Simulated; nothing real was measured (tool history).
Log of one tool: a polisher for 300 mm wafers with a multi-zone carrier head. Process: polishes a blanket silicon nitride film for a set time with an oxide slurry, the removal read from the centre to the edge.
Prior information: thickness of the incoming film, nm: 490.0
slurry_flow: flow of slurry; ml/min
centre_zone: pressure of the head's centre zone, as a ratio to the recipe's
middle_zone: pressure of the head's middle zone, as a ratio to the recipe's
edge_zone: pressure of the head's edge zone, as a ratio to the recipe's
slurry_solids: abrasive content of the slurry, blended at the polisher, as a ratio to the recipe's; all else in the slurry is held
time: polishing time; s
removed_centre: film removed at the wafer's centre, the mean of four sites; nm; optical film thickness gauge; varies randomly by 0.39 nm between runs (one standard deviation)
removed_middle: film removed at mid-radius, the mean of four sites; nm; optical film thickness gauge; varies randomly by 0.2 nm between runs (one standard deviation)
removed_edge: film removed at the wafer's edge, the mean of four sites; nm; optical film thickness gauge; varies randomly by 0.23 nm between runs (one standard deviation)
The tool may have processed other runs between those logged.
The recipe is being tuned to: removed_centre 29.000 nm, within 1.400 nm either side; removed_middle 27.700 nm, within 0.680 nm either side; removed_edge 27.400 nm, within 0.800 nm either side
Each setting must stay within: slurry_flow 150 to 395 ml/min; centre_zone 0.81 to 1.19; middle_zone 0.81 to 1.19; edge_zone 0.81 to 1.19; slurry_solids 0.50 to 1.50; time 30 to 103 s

run,hour,slurry_flow,centre_zone,middle_zone,edge_zone,slurry_solids,time,removed_centre,removed_middle,removed_edge
1,0.0,250,1.00,1.00,1.00,1.00,66,48.943,47.748,46.869
2,6.2,245,0.98,0.97,0.96,0.85,62,41.770,40.221,40.575
3,14.5,190,0.98,0.97,0.96,0.85,62,39.118,39.420,39.513
4,19.3,195,0.99,0.96,0.93,0.75,59,36.777,34.935,34.289
5,25.2,195,0.99,0.96,0.93,0.85,59,37.556,37.499,37.241
6,29.6,150,0.99,0.96,0.93,0.85,59,36.888,36.606,37.102
7,36.8,160,0.98,0.95,0.91,0.75,58,35.266,33.747,33.206
8,44.4,160,0.98,0.95,0.91,0.75,58,34.421,33.481,33.720
9,53.4,185,0.98,0.93,0.83,0.50,53,25.924,24.697,24.172
10,57.6,185,0.99,0.95,0.87,0.50,53,25.940,24.950,24.580
11,64.9,190,1.01,0.97,0.90,0.50,53,26.911,25.577,24.633
12,68.6,190,1.01,0.98,0.94,0.50,53,26.417,25.714,24.934
13,74.4,195,1.02,0.98,0.96,0.50,53,27.249,25.651,25.582
14,75.4,200,1.03,0.99,0.98,0.50,53,27.760,26.195,25.749
15,80.2,205,1.03,1.00,1.00,0.50,53,27.966,26.301,26.061
16,88.7,210,1.03,1.01,1.02,0.50,53,27.321,26.724,26.050
17,97.6,210,1.03,1.01,1.02,0.50,53,27.142,27.048,26.456
18,105.2,215,1.04,1.01,1.03,0.50,53,28.089,26.347,26.636

Of the 5 settings listed for the next run, only one would bring every result within its allowed miss of target. Which one?
A,112.8,170,1.02,0.99,0.96,0.65,50,?,?,?
B,112.8,175,1.01,1.11,0.99,0.60,49,?,?,?
C,112.8,220,1.03,1.05,1.01,0.55,53,?,?,?
D,112.8,240,0.95,1.09,0.85,0.50,55,?,?,?
E,112.8,195,0.95,1.08,1.05,0.65,48,?,?,?

move,removed_centre,removed_middle,removed_edge
A,29.186,28.045,27.196
B,27.254,29.106,25.844
C,29.320,29.240,27.306
D,26.908,29.926,25.344
E,26.576,29.383,27.252
A: all results land within tolerance of their targets
B: pushes the last run's worst result past its target
C: pushes the last run's worst result past its target
D: pushes the last run's worst result past its target
E: pushes the last run's worst result past its target
So the answer is move A, the one that meets all the targets.

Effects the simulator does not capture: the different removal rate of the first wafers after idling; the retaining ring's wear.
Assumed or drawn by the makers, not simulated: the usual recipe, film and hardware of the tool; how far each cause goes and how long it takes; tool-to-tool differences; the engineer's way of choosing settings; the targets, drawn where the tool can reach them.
